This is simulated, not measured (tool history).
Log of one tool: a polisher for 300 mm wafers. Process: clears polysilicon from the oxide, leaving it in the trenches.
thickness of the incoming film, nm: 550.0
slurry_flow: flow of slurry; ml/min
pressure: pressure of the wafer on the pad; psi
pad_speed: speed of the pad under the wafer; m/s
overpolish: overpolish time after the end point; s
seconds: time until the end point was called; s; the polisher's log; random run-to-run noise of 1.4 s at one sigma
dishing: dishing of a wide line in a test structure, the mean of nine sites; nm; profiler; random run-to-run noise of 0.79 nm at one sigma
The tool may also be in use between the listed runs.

Run 1, hour 0: slurry_flow 180 ml/min, pressure 2 psi, pad_speed 1.28 m/s, overpolish 28 s. Result: seconds 42.483 s, dishing 59.148 nm.
Run 2, hour 5.9: slurry_flow 215 ml/min, pressure 2 psi, pad_speed 1.28 m/s, overpolish 28 s. Result: seconds 41.536 s, dishing 59.071 nm.
Run 3, hour 8.7: slurry_flow 230 ml/min, pressure 1.8 psi, pad_speed 1.2 m/s, overpolish 24 s. Result: seconds 47.386 s, dishing 56.675 nm.
Run 4, hour 12.8: slurry_flow 240 ml/min, pressure 1.6 psi, pad_speed 1.12 m/s, overpolish 21 s. Result: seconds 58.572 s, dishing 57.566 nm.
Run 5, hour 18.1: slurry_flow 200 ml/min, pressure 1.6 psi, pad_speed 1.12 m/s, overpolish 21 s. Result: seconds 59.258 s, dishing 56.591 nm.
Run 6, hour 23.9: slurry_flow 235 ml/min, pressure 1.6 psi, pad_speed 1.12 m/s, overpolish 21 s. Result: seconds 57.481 s, dishing 56.084 nm.
Run 7, hour 31.5: slurry_flow 245 ml/min, pressure 1.5 psi, pad_speed 1.1 m/s, overpolish 18 s. Result: seconds 63.351 s, dishing 54.695 nm.
Run 8, hour 38.8: slurry_flow 255 ml/min, pressure 1.4 psi, pad_speed 1.1 m/s, overpolish 16 s. Result: seconds 67.243 s, dishing 54.351 nm.
Run 9, hour 40.3: slurry_flow 260 ml/min, pressure 1.3 psi, pad_speed 1.1 m/s, overpolish 14 s. Result: seconds 72.786 s, dishing 51.497 nm.
Run 10, hour 47.4: slurry_flow 265 ml/min, pressure 1.2 psi, pad_speed 1.12 m/s, overpolish 13 s. Result: seconds 75.299 s, dishing 48.643 nm.

For run 11, what comes out?
Run 11, hour 51.7: slurry_flow 270 ml/min, pressure 1.1 psi, pad_speed 1.14 m/s, overpolish 12 s. Result: seconds ?, dishing ?.

{"run 11": {"seconds": 81.789, "dishing": 43.668}}
